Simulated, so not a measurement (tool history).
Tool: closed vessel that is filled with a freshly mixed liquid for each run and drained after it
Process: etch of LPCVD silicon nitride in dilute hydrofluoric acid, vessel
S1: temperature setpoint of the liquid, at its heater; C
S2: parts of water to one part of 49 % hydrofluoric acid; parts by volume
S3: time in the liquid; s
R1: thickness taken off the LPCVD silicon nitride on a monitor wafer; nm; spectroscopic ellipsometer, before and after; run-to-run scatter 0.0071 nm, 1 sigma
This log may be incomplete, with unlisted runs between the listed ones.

Run 1, hour 0: S1 21 C, S2 55 parts by volume, S3 285 s. Result: R1 1.9184 nm.
Run 2, hour 8.5: S1 19.5 C, S2 55 parts by volume, S3 285 s. Result: R1 1.7337 nm.
Run 3, hour 13.5: S1 19 C, S2 55 parts by volume, S3 285 s. Result: R1 1.6763 nm.
Run 4, hour 22.7: S1 18.5 C, S2 55 parts by volume, S3 285 s. Result: R1 1.6189 nm.
Run 5, hour 29.3: S1 18.5 C, S2 55 parts by volume, S3 210 s. Result: R1 1.1962 nm.
Run 6, hour 30.4: S1 18.5 C, S2 65 parts by volume, S3 210 s. Result: R1 1.0143 nm.

Run 7 has not been measured yet. What should we expect?
Run 7, hour 34.9: S1 19 C, S2 65 parts by volume, S3 210 s. Result: R1 ?.

{"run 7": {"R1": 1.0488}}

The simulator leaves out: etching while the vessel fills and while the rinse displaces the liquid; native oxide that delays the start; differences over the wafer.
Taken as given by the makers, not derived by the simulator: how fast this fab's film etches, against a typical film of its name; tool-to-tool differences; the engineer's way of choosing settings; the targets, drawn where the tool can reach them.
